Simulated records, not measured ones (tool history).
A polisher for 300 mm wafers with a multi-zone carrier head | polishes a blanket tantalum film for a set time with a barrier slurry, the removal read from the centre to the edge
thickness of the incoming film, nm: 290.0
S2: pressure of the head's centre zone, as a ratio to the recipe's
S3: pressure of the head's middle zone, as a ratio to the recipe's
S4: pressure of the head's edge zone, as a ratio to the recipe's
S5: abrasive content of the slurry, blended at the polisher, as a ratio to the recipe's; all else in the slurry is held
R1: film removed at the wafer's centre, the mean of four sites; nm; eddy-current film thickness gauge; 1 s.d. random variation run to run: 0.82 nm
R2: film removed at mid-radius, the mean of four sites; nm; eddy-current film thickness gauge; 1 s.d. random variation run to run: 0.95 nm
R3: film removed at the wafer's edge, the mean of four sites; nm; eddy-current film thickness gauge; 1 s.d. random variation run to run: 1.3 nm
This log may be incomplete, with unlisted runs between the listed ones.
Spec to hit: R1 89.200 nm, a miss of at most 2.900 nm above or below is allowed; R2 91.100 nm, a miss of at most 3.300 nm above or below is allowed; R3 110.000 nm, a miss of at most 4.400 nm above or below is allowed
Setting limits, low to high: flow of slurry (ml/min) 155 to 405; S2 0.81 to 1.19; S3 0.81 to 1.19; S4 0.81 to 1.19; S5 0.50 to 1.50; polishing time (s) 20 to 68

Run 1, hour 0.0: flow of slurry (ml/min) 260, S2 1.00, S3 1.00, S4 1.00, S5 1.00, polishing time (s) 44. Result: R1 82.404 nm, R2 78.321 nm, R3 76.112 nm.
Run 2, hour 7.4: flow of slurry (ml/min) 260, S2 0.95, S3 1.00, S4 1.00, S5 1.00, polishing time (s) 44. Result: R1 77.421 nm, R2 78.030 nm, R3 76.649 nm.
Run 3, hour 15.2: flow of slurry (ml/min) 260, S2 0.95, S3 1.00, S4 1.00, S5 0.80, polishing time (s) 44. Result: R1 71.080 nm, R2 72.663 nm, R3 70.741 nm.
Run 4, hour 24.0: flow of slurry (ml/min) 260, S2 0.88, S3 1.00, S4 1.00, S5 0.80, polishing time (s) 44. Result: R1 66.954 nm, R2 71.852 nm, R3 69.757 nm.
Run 5, hour 31.6: flow of slurry (ml/min) 260, S2 0.88, S3 1.00, S4 1.00, S5 0.65, polishing time (s) 44. Result: R1 61.508 nm, R2 67.796 nm, R3 66.379 nm.
Run 6, hour 40.3: flow of slurry (ml/min) 290, S2 0.88, S3 1.00, S4 1.00, S5 0.65, polishing time (s) 44. Result: R1 62.956 nm, R2 68.421 nm, R3 66.822 nm.
Run 7, hour 42.5: flow of slurry (ml/min) 260, S2 0.87, S3 0.98, S4 1.04, S5 0.80, polishing time (s) 46. Result: R1 68.006 nm, R2 74.604 nm, R3 75.127 nm.
Run 8, hour 49.5: flow of slurry (ml/min) 250, S2 0.86, S3 0.95, S4 1.07, S5 0.95, polishing time (s) 47. Result: R1 72.784 nm, R2 77.513 nm, R3 82.041 nm.
Run 9, hour 55.4: flow of slurry (ml/min) 245, S2 0.85, S3 0.93, S4 1.09, S5 1.05, polishing time (s) 47. Result: R1 74.577 nm, R2 77.493 nm, R3 87.653 nm.
Run 10, hour 62.2: flow of slurry (ml/min) 250, S2 0.85, S3 0.93, S4 1.11, S5 1.15, polishing time (s) 47. Result: R1 77.332 nm, R2 80.767 nm, R3 89.059 nm.
Run 11, hour 64.3: flow of slurry (ml/min) 240, S2 0.84, S3 0.92, S4 1.12, S5 1.20, polishing time (s) 48. Result: R1 78.571 nm, R2 82.232 nm, R3 91.081 nm.
Run 12, hour 72.7: flow of slurry (ml/min) 250, S2 0.83, S3 0.91, S4 1.13, S5 1.25, polishing time (s) 49. Result: R1 78.251 nm, R2 83.391 nm, R3 96.257 nm.
Run 13, hour 73.7: flow of slurry (ml/min) 255, S2 0.84, S3 0.91, S4 1.14, S5 1.30, polishing time (s) 49. Result: R1 80.866 nm, R2 84.506 nm, R3 96.644 nm.
Run 14, hour 82.4: flow of slurry (ml/min) 255, S2 0.84, S3 0.90, S4 1.15, S5 1.35, polishing time (s) 50. Result: R1 82.405 nm, R2 86.695 nm, R3 98.002 nm.
Run 15, hour 88.1: flow of slurry (ml/min) 255, S2 0.84, S3 0.89, S4 1.16, S5 1.35, polishing time (s) 51. Result: R1 85.308 nm, R2 86.429 nm, R3 102.070 nm.
Run 16, hour 92.6: flow of slurry (ml/min) 255, S2 0.84, S3 0.89, S4 1.16, S5 1.40, polishing time (s) 51. Result: R1 85.063 nm, R2 87.832 nm, R3 102.350 nm.
Run 17, hour 101.1: flow of slurry (ml/min) 255, S2 0.84, S3 0.89, S4 1.17, S5 1.40, polishing time (s) 51. Result: R1 85.427 nm, R2 88.537 nm, R3 103.860 nm.

Of the 5 settings listed for the next run, only one would bring every result within its allowed miss of target. Which one?
Run A, hour 109.6: flow of slurry (ml/min) 240, S2 0.83, S3 0.87, S4 1.18, S5 1.30, polishing time (s) 55. Result: R1 ?, R2 ?, R3 ?.
Run B, hour 109.6: flow of slurry (ml/min) 275, S2 0.81, S3 0.94, S4 1.19, S5 1.40, polishing time (s) 49. Result: R1 ?, R2 ?, R3 ?.
Run C, hour 109.6: flow of slurry (ml/min) 280, S2 0.81, S3 0.98, S4 1.14, S5 1.45, polishing time (s) 48. Result: R1 ?, R2 ?, R3 ?.
Run D, hour 109.6: flow of slurry (ml/min) 170, S2 0.90, S3 0.95, S4 1.13, S5 1.50, polishing time (s) 51. Result: R1 ?, R2 ?, R3 ?.
Run E, hour 109.6: flow of slurry (ml/min) 195, S2 0.81, S3 0.93, S4 1.10, S5 1.50, polishing time (s) 52. Result: R1 ?, R2 ?, R3 ?.

move      R1      R2       R3
   A  89.022  92.762  108.190
   B  79.536  90.387   99.025
   C  78.637  92.476   95.729
   D  90.101  93.172   99.478
   E  83.469  94.283  100.850
A: each result inside its tolerance
B: further off than the last run
C: further off than the last run
D: further off than the last run
E: further off than the last run
Move A is the one to make.
